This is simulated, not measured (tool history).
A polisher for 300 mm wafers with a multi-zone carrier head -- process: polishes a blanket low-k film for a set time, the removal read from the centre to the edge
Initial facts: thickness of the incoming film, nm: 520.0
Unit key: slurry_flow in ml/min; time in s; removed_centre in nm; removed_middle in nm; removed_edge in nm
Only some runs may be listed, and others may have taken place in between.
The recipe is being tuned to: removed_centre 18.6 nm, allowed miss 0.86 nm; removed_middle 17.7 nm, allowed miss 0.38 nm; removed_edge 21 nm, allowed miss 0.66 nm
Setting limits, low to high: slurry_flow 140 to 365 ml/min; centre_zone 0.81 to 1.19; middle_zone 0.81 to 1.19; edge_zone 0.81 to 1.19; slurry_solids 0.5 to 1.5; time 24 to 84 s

run 1 hour=0 | slurry_flow=235 centre_zone=1 middle_zone=1 edge_zone=1 slurry_solids=1 time=54 | removed_centre=16.772 removed_middle=17.168 removed_edge=17.56
run 2 hour=6 | slurry_flow=250 centre_zone=1 middle_zone=0.98 edge_zone=1.06 slurry_solids=1.05 time=54 | removed_centre=17.759 removed_middle=17.425 removed_edge=18.498
run 3 hour=13.8 | slurry_flow=250 centre_zone=1 middle_zone=1.03 edge_zone=1.06 slurry_solids=1.05 time=54 | removed_centre=17.624 removed_middle=18.061 removed_edge=18.514
run 4 hour=19.7 | slurry_flow=250 centre_zone=1 middle_zone=1.03 edge_zone=1.02 slurry_solids=1.05 time=54 | removed_centre=17.291 removed_middle=17.916 removed_edge=18.545
run 5 hour=23.2 | slurry_flow=250 centre_zone=1 middle_zone=1.03 edge_zone=1.02 slurry_solids=1.05 time=63 | removed_centre=20.644 removed_middle=21.116 removed_edge=21.051
run 6 hour=25.7 | slurry_flow=240 centre_zone=0.97 middle_zone=0.97 edge_zone=1.05 slurry_solids=1.05 time=63 | removed_centre=19.545 removed_middle=19.904 removed_edge=21.576
run 7 hour=28.2 | slurry_flow=225 centre_zone=0.97 middle_zone=0.94 edge_zone=1.05 slurry_solids=1.05 time=63 | removed_centre=19.565 removed_middle=19.072 removed_edge=21.09
run 8 hour=34.7 | slurry_flow=210 centre_zone=0.96 middle_zone=0.93 edge_zone=1.06 slurry_solids=1.05 time=63 | removed_centre=19.019 removed_middle=18.752 removed_edge=21.478
run 9 hour=38.8 | slurry_flow=200 centre_zone=0.96 middle_zone=0.92 edge_zone=1.05 slurry_solids=1.05 time=63 | removed_centre=19.054 removed_middle=18.339 removed_edge=20.975
run 10 hour=41.1 | slurry_flow=190 centre_zone=0.96 middle_zone=0.92 edge_zone=1.06 slurry_solids=1.05 time=63 | removed_centre=18.806 removed_middle=18.38 removed_edge=20.847
run 11 hour=42.6 | slurry_flow=185 centre_zone=0.96 middle_zone=0.91 edge_zone=1.07 slurry_solids=1.05 time=63 | removed_centre=18.619 removed_middle=18.137 removed_edge=21.306

Which one of the following 4 next-run settings gets every result inside its allowed miss? There is exactly one.
run A hour=44.1 | slurry_flow=160 centre_zone=0.92 middle_zone=0.91 edge_zone=1.07 slurry_solids=1.05 time=67 | removed_centre=? removed_middle=? removed_edge=?
run B hour=44.1 | slurry_flow=140 centre_zone=0.86 middle_zone=0.9 edge_zone=1.13 slurry_solids=1.2 time=64 | removed_centre=? removed_middle=? removed_edge=?
run C hour=44.1 | slurry_flow=195 centre_zone=0.94 middle_zone=0.86 edge_zone=1.02 slurry_solids=1.1 time=63 | removed_centre=? removed_middle=? removed_edge=?
run D hour=44.1 | slurry_flow=240 centre_zone=0.91 middle_zone=0.97 edge_zone=1.05 slurry_solids=1 time=64 | removed_centre=? removed_middle=? removed_edge=?

move=A removed_centre=18.332 removed_middle=18.756 removed_edge=21.809
move=B removed_centre=16.764 removed_middle=18.271 removed_edge=22.125
move=C removed_centre=18.775 removed_middle=17.862 removed_edge=21.147
move=D removed_centre=18.287 removed_middle=19.786 removed_edge=21.235
A: misses by more than the last run did
B: misses by more than the last run did
C: each result inside its tolerance
D: misses by more than the last run did
C is the move that brings every result within its allowed miss.

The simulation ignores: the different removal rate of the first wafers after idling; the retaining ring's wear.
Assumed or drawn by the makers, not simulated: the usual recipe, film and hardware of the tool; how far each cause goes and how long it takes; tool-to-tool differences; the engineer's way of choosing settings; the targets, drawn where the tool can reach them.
